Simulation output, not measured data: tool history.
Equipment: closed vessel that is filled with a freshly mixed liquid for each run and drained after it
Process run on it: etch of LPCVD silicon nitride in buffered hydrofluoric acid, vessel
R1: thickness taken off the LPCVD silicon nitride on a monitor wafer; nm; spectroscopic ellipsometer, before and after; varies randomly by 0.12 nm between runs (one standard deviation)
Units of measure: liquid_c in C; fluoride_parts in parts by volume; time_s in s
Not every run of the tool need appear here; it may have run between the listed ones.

{"run": 1, "day": 0.0, "liquid_c": 25.0, "fluoride_parts": 22.0, "time_s": 2710, "R1": 18.548}
{"run": 2, "day": 0.3, "liquid_c": 25.5, "fluoride_parts": 22.0, "time_s": 2710, "R1": 18.995}
{"run": 3, "day": 0.446, "liquid_c": 25.5, "fluoride_parts": 25.5, "time_s": 2710, "R1": 17.09}
{"run": 4, "day": 0.642, "liquid_c": 26.0, "fluoride_parts": 25.5, "time_s": 2710, "R1": 17.517}
{"run": 5, "day": 0.996, "liquid_c": 26.0, "fluoride_parts": 27.5, "time_s": 2710, "R1": 16.606}
{"run": 6, "day": 1.271, "liquid_c": 26.0, "fluoride_parts": 27.5, "time_s": 2710, "R1": 16.723}
{"run": 7, "day": 1.404, "liquid_c": 26.5, "fluoride_parts": 27.5, "time_s": 2710, "R1": 17.029}
{"run": 8, "day": 1.688, "liquid_c": 27.0, "fluoride_parts": 27.5, "time_s": 2710, "R1": 17.755}
{"run": 9, "day": 1.892, "liquid_c": 27.5, "fluoride_parts": 27.5, "time_s": 2710, "R1": 18.062}

Run 10 comes next. What will it give?
{"run": 10, "day": 2.0, "liquid_c": 28.0, "fluoride_parts": 27.5, "time_s": 2710, "R1": "?"}

Run 10 measured R1 18.351 nm.
